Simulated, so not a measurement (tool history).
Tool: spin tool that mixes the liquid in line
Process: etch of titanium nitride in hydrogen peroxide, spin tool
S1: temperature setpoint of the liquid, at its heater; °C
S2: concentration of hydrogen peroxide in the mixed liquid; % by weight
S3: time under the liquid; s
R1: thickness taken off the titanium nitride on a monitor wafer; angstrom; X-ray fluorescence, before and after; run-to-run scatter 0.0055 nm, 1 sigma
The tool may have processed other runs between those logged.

{"run": 1, "hour": 0.0, "S1": 56, "S2": 19, "S3": 15, "R1": 11.61}
{"run": 2, "hour": 7.7, "S1": 56, "S2": 16.5, "S3": 15, "R1": 11.272}
{"run": 3, "hour": 11.9, "S1": 56.5, "S2": 16.5, "S3": 15, "R1": 11.676}
{"run": 4, "hour": 18.0, "S1": 56.5, "S2": 16.5, "S3": 15, "R1": 11.695}
{"run": 5, "hour": 25.5, "S1": 56.5, "S2": 16.5, "S3": 15, "R1": 11.674}
{"run": 6, "hour": 30.4, "S1": 56.5, "S2": 20.5, "S3": 15, "R1": 12.304}

Expected results for the next run?
{"run": 7, "hour": 37.8, "S1": 56.5, "S2": 20.5, "S3": 15, "R1": "?"}

Run 7 measured R1 12.245 angstrom.

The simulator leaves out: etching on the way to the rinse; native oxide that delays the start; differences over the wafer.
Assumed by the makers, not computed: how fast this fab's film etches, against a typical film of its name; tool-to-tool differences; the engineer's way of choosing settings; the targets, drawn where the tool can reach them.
